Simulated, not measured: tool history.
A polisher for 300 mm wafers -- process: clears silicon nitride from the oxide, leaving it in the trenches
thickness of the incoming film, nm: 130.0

| run | hour | flow of slurry (ml/min) | pressure of the wafer on the pad (psi) | speed of the pad under the wafer (m/s) | overpolish time after the end point (s) | time until the end point was called (s) |
|---|---|---|---|---|---|---|
| 1 | 0.0 | 120 | 3.0 | 0.86 | 7 | 153.06 |
| 2 | 0.7 | 120 | 3.0 | 1.00 | 7 | 140.55 |
| 3 | 8.9 | 120 | 3.3 | 1.02 | 7 | 123.96 |
| 4 | 13.8 | 120 | 3.3 | 1.02 | 7 | 121.80 |
| 5 | 15.7 | 120 | 3.5 | 1.04 | 7 | 111.79 |
| 6 | 23.3 | 150 | 3.5 | 1.04 | 7 | 107.45 |

The next listed run, before its measurement:
| 7 | 26.3 | 150 | 3.6 | 1.04 | 7 | ? |

{"run 7": {"time until the end point was called (s)": 103.9}}
